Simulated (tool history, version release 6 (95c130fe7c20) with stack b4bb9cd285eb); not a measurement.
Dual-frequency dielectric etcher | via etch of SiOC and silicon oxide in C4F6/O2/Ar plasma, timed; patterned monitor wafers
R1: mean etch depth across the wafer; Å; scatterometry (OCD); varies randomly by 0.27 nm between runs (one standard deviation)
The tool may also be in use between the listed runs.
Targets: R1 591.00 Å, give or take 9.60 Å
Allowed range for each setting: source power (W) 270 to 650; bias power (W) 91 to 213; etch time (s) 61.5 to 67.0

Run 1, hour 0.0: source power (W) 460, bias power (W) 152, etch time (s) 67.0. Result: R1 841.43 Å.
Run 2, hour 8.3: source power (W) 460, bias power (W) 177, etch time (s) 67.0. Result: R1 869.72 Å.
Run 3, hour 15.4: source power (W) 410, bias power (W) 156, etch time (s) 65.5. Result: R1 773.98 Å.
Run 4, hour 17.4: source power (W) 380, bias power (W) 146, etch time (s) 65.0. Result: R1 710.24 Å.
Run 5, hour 19.9: source power (W) 380, bias power (W) 160, etch time (s) 65.0. Result: R1 731.64 Å.
At hour 28.6: wet clean of the chamber.
Run 6, hour 28.6: source power (W) 350, bias power (W) 155, etch time (s) 64.5. Result: R1 659.89 Å.
Run 7, hour 31.2: source power (W) 340, bias power (W) 155, etch time (s) 64.5. Result: R1 644.66 Å.
Run 8, hour 36.7: source power (W) 270, bias power (W) 145, etch time (s) 64.0. Result: R1 508.84 Å.
Run 9, hour 44.3: source power (W) 280, bias power (W) 145, etch time (s) 64.0. Result: R1 528.77 Å.
Run 10, hour 49.1: source power (W) 290, bias power (W) 145, etch time (s) 64.0. Result: R1 547.48 Å.
Run 11, hour 51.0: source power (W) 360, bias power (W) 147, etch time (s) 64.0. Result: R1 656.58 Å.
Run 12, hour 57.4: source power (W) 300, bias power (W) 146, etch time (s) 64.0. Result: R1 563.72 Å.
Run 13, hour 61.5: source power (W) 330, bias power (W) 146, etch time (s) 64.0. Result: R1 607.97 Å.

Pick the move, out of 4, that brings all results within their allowed miss; only one does.
Run A, hour 65.6: source power (W) 330, bias power (W) 145, etch time (s) 64.0. Result: R1 ?.
Run B, hour 65.6: source power (W) 320, bias power (W) 147, etch time (s) 67.0. Result: R1 ?.
Run C, hour 65.6: source power (W) 320, bias power (W) 134, etch time (s) 64.5. Result: R1 ?.
Run D, hour 65.6: source power (W) 340, bias power (W) 139, etch time (s) 64.0. Result: R1 ?.

move      R1
   A  616.49
   B  631.11
   C  595.23
   D  625.55
A: moves away from the targets compared with the last run
B: moves away from the targets compared with the last run
C: meets every target
D: moves away from the targets compared with the last run
Go with C: it meets all targets.
